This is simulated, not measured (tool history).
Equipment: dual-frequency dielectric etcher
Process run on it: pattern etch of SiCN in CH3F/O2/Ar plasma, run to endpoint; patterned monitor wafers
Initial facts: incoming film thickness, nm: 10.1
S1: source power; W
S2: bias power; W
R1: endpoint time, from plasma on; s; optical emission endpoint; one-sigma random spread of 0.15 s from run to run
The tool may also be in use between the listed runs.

run 1 hour=0.0 | S1=300 S2=84 | R1=32.272
run 2 hour=9.0 | S1=300 S2=96 | R1=30.362
run 3 hour=9.8 | S1=300 S2=87 | R1=31.584
run 4 hour=11.6 | S1=290 S2=84 | R1=32.410
run 5 hour=16.6 | S1=280 S2=81 | R1=33.460
run 6 hour=18.3 | S1=280 S2=69 | R1=35.560
run 7 hour=24.9 | S1=270 S2=68 | R1=36.155
run 8 hour=27.8 | S1=260 S2=67 | R1=37.059
run 9 hour=35.4 | S1=250 S2=66 | R1=37.840

Predict the results of run 10:
run 10 hour=40.4 | S1=240 S2=66 | R1=?

R1: 38.574 s
